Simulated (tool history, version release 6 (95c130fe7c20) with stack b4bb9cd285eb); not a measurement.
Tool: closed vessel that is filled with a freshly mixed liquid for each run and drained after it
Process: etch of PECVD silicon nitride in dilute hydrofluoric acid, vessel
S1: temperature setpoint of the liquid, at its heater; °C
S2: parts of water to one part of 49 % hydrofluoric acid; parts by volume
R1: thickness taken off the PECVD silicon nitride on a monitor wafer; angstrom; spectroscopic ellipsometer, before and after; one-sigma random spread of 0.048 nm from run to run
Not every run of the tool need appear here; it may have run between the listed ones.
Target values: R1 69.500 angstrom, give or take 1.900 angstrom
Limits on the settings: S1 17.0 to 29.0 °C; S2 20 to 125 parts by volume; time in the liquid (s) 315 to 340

run 1 hour=0.0 | S1=21.0 S2=70 time_in_the_liquid_(s)=315 | R1=98.036
run 2 hour=1.7 | S1=24.5 S2=70 time_in_the_liquid_(s)=315 | R1=124.300
run 3 hour=7.7 | S1=24.5 S2=70 time_in_the_liquid_(s)=340 | R1=135.130
run 4 hour=8.7 | S1=22.5 S2=70 time_in_the_liquid_(s)=340 | R1=117.050
run 5 hour=9.9 | S1=22.5 S2=70 time_in_the_liquid_(s)=315 | R1=109.000
run 6 hour=13.8 | S1=20.5 S2=70 time_in_the_liquid_(s)=315 | R1=93.179
run 7 hour=20.7 | S1=19.5 S2=70 time_in_the_liquid_(s)=315 | R1=88.173
run 8 hour=24.3 | S1=18.5 S2=70 time_in_the_liquid_(s)=315 | R1=82.462
run 9 hour=26.9 | S1=18.0 S2=70 time_in_the_liquid_(s)=315 | R1=79.518

Exercise: of the 5 proposed moves below, exactly one satisfies all targets within the stated allowed misses. Which move is it?
run A hour=29.5 | S1=18.5 S2=90 time_in_the_liquid_(s)=320 | R1=?
run B hour=29.5 | S1=17.0 S2=70 time_in_the_liquid_(s)=315 | R1=?
run C hour=29.5 | S1=17.0 S2=80 time_in_the_liquid_(s)=315 | R1=?
run D hour=29.5 | S1=18.0 S2=80 time_in_the_liquid_(s)=315 | R1=?
run E hour=29.5 | S1=17.5 S2=75 time_in_the_liquid_(s)=330 | R1=?

move=A R1=65.200
move=B R1=73.772
move=C R1=64.813
move=D R1=69.511
move=E R1=74.868
A: carries the result that was furthest off beyond its target, to the other side
B: better than the last run, though not everything is in spec
C: carries the result that was furthest off beyond its target, to the other side
D: each result inside its tolerance
E: better than the last run, though not everything is in spec
So the answer is move D, the one that meets all the targets.
